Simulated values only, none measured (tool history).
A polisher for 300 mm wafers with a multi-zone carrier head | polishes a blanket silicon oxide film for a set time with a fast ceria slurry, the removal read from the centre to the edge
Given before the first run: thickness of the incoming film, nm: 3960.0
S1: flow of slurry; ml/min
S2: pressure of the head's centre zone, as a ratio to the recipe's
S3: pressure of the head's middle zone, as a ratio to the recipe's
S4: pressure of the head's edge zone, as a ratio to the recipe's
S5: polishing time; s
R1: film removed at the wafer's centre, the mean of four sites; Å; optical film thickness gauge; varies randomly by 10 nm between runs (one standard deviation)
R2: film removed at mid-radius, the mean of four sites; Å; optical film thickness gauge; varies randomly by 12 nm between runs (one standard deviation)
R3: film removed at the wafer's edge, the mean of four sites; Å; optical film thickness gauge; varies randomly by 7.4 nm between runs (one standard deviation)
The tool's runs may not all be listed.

run    day   S1    S2    S3    S4  S5       R1       R2       R3
  1  0.000  125  1.00  1.00  1.00  50   9307.4   9538.5   9503.7
  2  0.354  150  1.00  1.00  1.00  50   9670.2   9510.9   9817.5
  3  0.467  155  1.00  1.01  1.02  50   9630.7   9628.0   9989.0
  4  0.804  160  1.00  1.02  1.04  50   9665.4   9908.6  10065.0
  5  1.146  165  1.00  1.02  1.06  51   9856.1   9945.2  10188.0
  6  1.175  170  0.99  1.02  1.06  52  10205.0  10261.0  10496.0
  7  1.417  170  0.98  1.02  1.07  53  10161.0  10500.0  10838.0
  8  1.546  170  0.98  1.02  1.08  53  10215.0  10438.0  10860.0
  9  1.871  170  0.98  1.02  1.09  53  10258.0  10712.0  10934.0
 10  2.021  170  0.98  1.02  1.10  53  10230.0  10466.0  11048.0
 11  2.392  170  0.98  1.03  1.11  53  10481.0  10410.0  10933.0
 12  2.738  170  0.97  1.03  1.11  53  10266.0  10654.0  10955.0

What will run 13 give?
 13  2.792  170  0.96  1.03  1.12  53   ?   ?   ?

R1: 10081.0 Å
R2: 10690.0 Å
R3: 10917.0 Å
